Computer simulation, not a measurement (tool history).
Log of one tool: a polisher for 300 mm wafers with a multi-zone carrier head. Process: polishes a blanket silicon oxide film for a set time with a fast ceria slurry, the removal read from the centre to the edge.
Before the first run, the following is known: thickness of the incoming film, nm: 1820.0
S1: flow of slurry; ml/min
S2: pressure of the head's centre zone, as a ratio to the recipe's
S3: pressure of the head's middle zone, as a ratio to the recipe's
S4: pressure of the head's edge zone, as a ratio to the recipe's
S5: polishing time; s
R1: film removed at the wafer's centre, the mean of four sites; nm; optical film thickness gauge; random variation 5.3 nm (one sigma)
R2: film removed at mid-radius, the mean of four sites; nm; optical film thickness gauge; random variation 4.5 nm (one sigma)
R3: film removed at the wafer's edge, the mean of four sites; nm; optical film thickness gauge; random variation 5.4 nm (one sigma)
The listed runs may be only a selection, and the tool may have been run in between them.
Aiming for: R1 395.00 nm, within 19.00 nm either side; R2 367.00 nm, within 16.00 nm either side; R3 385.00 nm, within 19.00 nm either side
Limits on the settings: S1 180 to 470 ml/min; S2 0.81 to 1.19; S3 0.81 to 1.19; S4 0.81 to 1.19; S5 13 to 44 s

run	hour	S1	S2	S3	S4	S5	R1	R2	R3
1	0.0	300	1.00	1.00	1.00	28	577.82	545.52	523.83
2	6.4	295	0.97	0.96	0.99	25	481.71	477.12	468.52
3	14.9	295	1.04	0.96	0.99	25	525.88	462.97	459.44
4	17.0	290	1.02	0.93	0.97	24	479.77	439.55	447.22
5	22.0	290	1.02	0.92	0.96	23	458.72	418.31	420.23
6	26.6	290	1.02	0.92	0.88	23	469.22	424.23	404.57
7	27.7	285	1.00	0.89	0.88	22	436.84	389.41	390.75
8	34.3	280	0.98	0.88	0.88	22	428.41	380.57	386.68
9	38.9	275	0.96	0.88	0.89	22	415.05	378.54	391.10
10	46.3	270	0.95	0.88	0.89	22	415.56	388.04	385.96

Which of these 5 next moves meets every target?
A	53.7	325	0.87	0.81	1.02	22	?	?	?
B	53.7	330	0.90	0.92	1.06	20	?	?	?
C	53.7	280	0.85	0.86	0.84	24	?	?	?
D	53.7	255	0.98	0.87	0.91	23	?	?	?
E	53.7	230	0.93	0.87	0.92	22	?	?	?

move	R1	R2	R3
A	384.24	366.00	421.60
B	361.41	369.99	390.16
C	403.32	412.99	416.42
D	436.21	394.82	409.65
E	391.15	372.53	389.66
A: the furthest-off result lands on target, but another misses its tolerance
B: the furthest-off result lands on target, but another misses its tolerance
C: further off than the last run
D: further off than the last run
E: meets every target
E is the move that brings every result within its allowed miss.

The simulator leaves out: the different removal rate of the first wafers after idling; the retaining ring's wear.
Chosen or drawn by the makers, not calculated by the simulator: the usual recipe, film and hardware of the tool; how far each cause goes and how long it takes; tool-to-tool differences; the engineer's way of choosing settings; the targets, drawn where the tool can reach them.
